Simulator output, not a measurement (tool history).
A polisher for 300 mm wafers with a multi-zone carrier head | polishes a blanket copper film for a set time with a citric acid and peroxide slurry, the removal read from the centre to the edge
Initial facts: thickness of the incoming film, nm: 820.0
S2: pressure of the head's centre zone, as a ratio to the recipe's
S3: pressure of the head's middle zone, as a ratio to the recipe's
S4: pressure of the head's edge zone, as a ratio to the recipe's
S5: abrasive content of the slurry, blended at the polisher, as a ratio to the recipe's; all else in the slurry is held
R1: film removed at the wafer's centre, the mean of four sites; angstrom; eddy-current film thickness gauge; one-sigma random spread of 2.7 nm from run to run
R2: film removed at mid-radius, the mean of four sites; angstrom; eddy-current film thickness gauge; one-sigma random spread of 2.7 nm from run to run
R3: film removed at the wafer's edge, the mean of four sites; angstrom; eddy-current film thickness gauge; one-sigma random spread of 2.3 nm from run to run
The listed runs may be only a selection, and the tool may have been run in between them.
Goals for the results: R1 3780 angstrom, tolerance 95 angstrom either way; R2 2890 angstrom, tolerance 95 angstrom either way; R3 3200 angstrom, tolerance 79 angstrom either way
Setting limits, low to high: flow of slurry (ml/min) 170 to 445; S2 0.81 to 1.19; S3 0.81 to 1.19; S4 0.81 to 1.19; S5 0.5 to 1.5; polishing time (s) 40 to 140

Run 1, hour 0: flow of slurry (ml/min) 285, S2 1, S3 1, S4 1, S5 1, polishing time (s) 90. Result: R1 2374.8 angstrom, R2 2377 angstrom, R3 2326.3 angstrom.
Run 2, hour 4.4: flow of slurry (ml/min) 285, S2 1, S3 1, S4 1, S5 0.85, polishing time (s) 90. Result: R1 2265.3 angstrom, R2 2295.4 angstrom, R3 2266.7 angstrom.
Run 3, hour 5.2: flow of slurry (ml/min) 290, S2 1.02, S3 0.99, S4 1.02, S5 0.95, polishing time (s) 91. Result: R1 2424 angstrom, R2 2381.7 angstrom, R3 2338.1 angstrom.
Run 4, hour 7.9: flow of slurry (ml/min) 290, S2 0.96, S3 0.99, S4 1.02, S5 0.95, polishing time (s) 91. Result: R1 2240.8 angstrom, R2 2371.8 angstrom, R3 2362.8 angstrom.
Run 5, hour 8.7: flow of slurry (ml/min) 320, S2 0.96, S3 0.99, S4 1.02, S5 0.95, polishing time (s) 91. Result: R1 2273.5 angstrom, R2 2393.4 angstrom, R3 2358 angstrom.
Run 6, hour 9.7: flow of slurry (ml/min) 310, S2 0.98, S3 0.97, S4 1.03, S5 1, polishing time (s) 93. Result: R1 2427.3 angstrom, R2 2375 angstrom, R3 2450.3 angstrom.
Run 7, hour 14.2: flow of slurry (ml/min) 305, S2 1, S3 0.97, S4 1.04, S5 1.05, polishing time (s) 95. Result: R1 2492.8 angstrom, R2 2459.3 angstrom, R3 2504.2 angstrom.
Run 8, hour 20.5: flow of slurry (ml/min) 305, S2 1.02, S3 0.96, S4 1.05, S5 1.1, polishing time (s) 97. Result: R1 2634.3 angstrom, R2 2476.8 angstrom, R3 2568.9 angstrom.
Run 9, hour 23.3: flow of slurry (ml/min) 305, S2 1.04, S3 0.96, S4 1.06, S5 1.15, polishing time (s) 99. Result: R1 2729.4 angstrom, R2 2552.6 angstrom, R3 2621.8 angstrom.
Run 10, hour 32.3: flow of slurry (ml/min) 305, S2 1.06, S3 0.95, S4 1.07, S5 1.2, polishing time (s) 101. Result: R1 2857.6 angstrom, R2 2593.9 angstrom, R3 2774.2 angstrom.
Run 11, hour 38.4: flow of slurry (ml/min) 310, S2 1.08, S3 0.95, S4 1.07, S5 1.25, polishing time (s) 102. Result: R1 2965.7 angstrom, R2 2668 angstrom, R3 2791.4 angstrom.
Run 12, hour 42.1: flow of slurry (ml/min) 315, S2 1.09, S3 0.94, S4 1.07, S5 1.3, polishing time (s) 103. Result: R1 3058 angstrom, R2 2656.5 angstrom, R3 2855.7 angstrom.
Run 13, hour 45.5: flow of slurry (ml/min) 320, S2 1.1, S3 0.94, S4 1.07, S5 1.35, polishing time (s) 104. Result: R1 3193.8 angstrom, R2 2762.9 angstrom, R3 2873.5 angstrom.
Run 14, hour 54.5: flow of slurry (ml/min) 325, S2 1.11, S3 0.94, S4 1.08, S5 1.35, polishing time (s) 105. Result: R1 3174.9 angstrom, R2 2762.3 angstrom, R3 2934.6 angstrom.
Run 15, hour 61: flow of slurry (ml/min) 325, S2 1.12, S3 0.93, S4 1.08, S5 1.35, polishing time (s) 106. Result: R1 3276.4 angstrom, R2 2770 angstrom, R3 2984.5 angstrom.
Run 16, hour 62.6: flow of slurry (ml/min) 325, S2 1.12, S3 0.93, S4 1.08, S5 1.35, polishing time (s) 106. Result: R1 3276.1 angstrom, R2 2769.9 angstrom, R3 2922.1 angstrom.
Run 17, hour 68: flow of slurry (ml/min) 325, S2 1.13, S3 0.92, S4 1.09, S5 1.35, polishing time (s) 107. Result: R1 3377.2 angstrom, R2 2785.7 angstrom, R3 2991.4 angstrom.
Run 18, hour 76.6: flow of slurry (ml/min) 330, S2 1.14, S3 0.92, S4 1.1, S5 1.35, polishing time (s) 107. Result: R1 3391.5 angstrom, R2 2778.5 angstrom, R3 3005.3 angstrom.
Run 19, hour 83.7: flow of slurry (ml/min) 335, S2 1.15, S3 0.92, S4 1.1, S5 1.35, polishing time (s) 107. Result: R1 3432.2 angstrom, R2 2794.2 angstrom, R3 3021.7 angstrom.
Run 20, hour 89.7: flow of slurry (ml/min) 340, S2 1.16, S3 0.92, S4 1.1, S5 1.35, polishing time (s) 107. Result: R1 3460 angstrom, R2 2774.8 angstrom, R3 3009.3 angstrom.
Run 21, hour 95.9: flow of slurry (ml/min) 345, S2 1.16, S3 0.92, S4 1.1, S5 1.35, polishing time (s) 107. Result: R1 3454.3 angstrom, R2 2763 angstrom, R3 3035.8 angstrom.
Run 22, hour 102.1: flow of slurry (ml/min) 350, S2 1.16, S3 0.92, S4 1.1, S5 1.35, polishing time (s) 107. Result: R1 3422.8 angstrom, R2 2788.5 angstrom, R3 3018.1 angstrom.
Run 23, hour 108.7: flow of slurry (ml/min) 345, S2 1.16, S3 0.92, S4 1.1, S5 1.35, polishing time (s) 107. Result: R1 3482.2 angstrom, R2 2772.1 angstrom, R3 2991.8 angstrom.

Of the 5 settings listed for the next run, only one would bring every result within its allowed miss of target. Which one?
Run A, hour 115.3: flow of slurry (ml/min) 375, S2 1.16, S3 1.06, S4 1.05, S5 1.25, polishing time (s) 109. Result: R1 ?, R2 ?, R3 ?.
Run B, hour 115.3: flow of slurry (ml/min) 340, S2 1.19, S3 0.9, S4 1.09, S5 1.35, polishing time (s) 114. Result: R1 ?, R2 ?, R3 ?.
Run C, hour 115.3: flow of slurry (ml/min) 365, S2 1.17, S3 0.98, S4 1.02, S5 1.3, polishing time (s) 116. Result: R1 ?, R2 ?, R3 ?.
Run D, hour 115.3: flow of slurry (ml/min) 315, S2 1.18, S3 0.82, S4 1.09, S5 1.35, polishing time (s) 122. Result: R1 ?, R2 ?, R3 ?.
Run E, hour 115.3: flow of slurry (ml/min) 355, S2 1.16, S3 0.96, S4 1.03, S5 1.4, polishing time (s) 116. Result: R1 ?, R2 ?, R3 ?.

move      R1      R2      R3
   A  3472.7  3133.4  2986.3
   B  3730.3  2863.9  3184.7
   C  3738.1  3131.4  3164.6
   D  3924.2  2818.3  3392.7
   E  3737.6  3105.2  3205.5
A: neither nearer nor further off than the last run
B: each result inside its tolerance
C: the furthest-off result lands on target, but another misses its tolerance
D: takes the biggest miss from the last run beyond its target
E: the furthest-off result lands on target, but another misses its tolerance
B meets every target.
